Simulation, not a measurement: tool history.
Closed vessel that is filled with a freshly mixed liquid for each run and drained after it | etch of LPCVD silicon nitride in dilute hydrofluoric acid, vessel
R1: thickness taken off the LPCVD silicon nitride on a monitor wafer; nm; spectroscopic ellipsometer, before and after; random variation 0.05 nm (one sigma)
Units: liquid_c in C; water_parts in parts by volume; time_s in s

{"run": 1, "hour": 0.0, "liquid_c": 23.0, "water_parts": 210, "time_s": 2950, "R1": 7.0818}
{"run": 2, "hour": 7.3, "liquid_c": 23.0, "water_parts": 145, "time_s": 2950, "R1": 10.469}
{"run": 3, "hour": 9.2, "liquid_c": 23.0, "water_parts": 205, "time_s": 2950, "R1": 7.5172}
{"run": 4, "hour": 11.3, "liquid_c": 26.0, "water_parts": 205, "time_s": 2950, "R1": 8.9223}
{"run": 5, "hour": 17.4, "liquid_c": 29.0, "water_parts": 205, "time_s": 2950, "R1": 10.658}
{"run": 6, "hour": 22.6, "liquid_c": 31.0, "water_parts": 205, "time_s": 2950, "R1": 12.246}
{"run": 7, "hour": 30.8, "liquid_c": 28.5, "water_parts": 205, "time_s": 2950, "R1": 10.228}
{"run": 8, "hour": 33.5, "liquid_c": 26.5, "water_parts": 205, "time_s": 2950, "R1": 9.1778}
{"run": 9, "hour": 39.4, "liquid_c": 25.0, "water_parts": 205, "time_s": 2950, "R1": 8.3458}
{"run": 10, "hour": 45.1, "liquid_c": 23.5, "water_parts": 205, "time_s": 2950, "R1": 7.7077}
{"hour": 51.2, "done": "hydrofluoric acid flow meter replaced"}
{"run": 11, "hour": 51.2, "liquid_c": 22.5, "water_parts": 205, "time_s": 2950, "R1": 6.5259}
{"run": 12, "hour": 57.9, "liquid_c": 22.0, "water_parts": 205, "time_s": 2950, "R1": 6.2468}
{"run": 13, "hour": 63.6, "liquid_c": 21.5, "water_parts": 205, "time_s": 2950, "R1": 5.998}

Forecast run 14:
{"run": 14, "hour": 72.5, "liquid_c": 21.0, "water_parts": 205, "time_s": 2950, "R1": "?"}

Run 14 gave R1 5.8454 nm.

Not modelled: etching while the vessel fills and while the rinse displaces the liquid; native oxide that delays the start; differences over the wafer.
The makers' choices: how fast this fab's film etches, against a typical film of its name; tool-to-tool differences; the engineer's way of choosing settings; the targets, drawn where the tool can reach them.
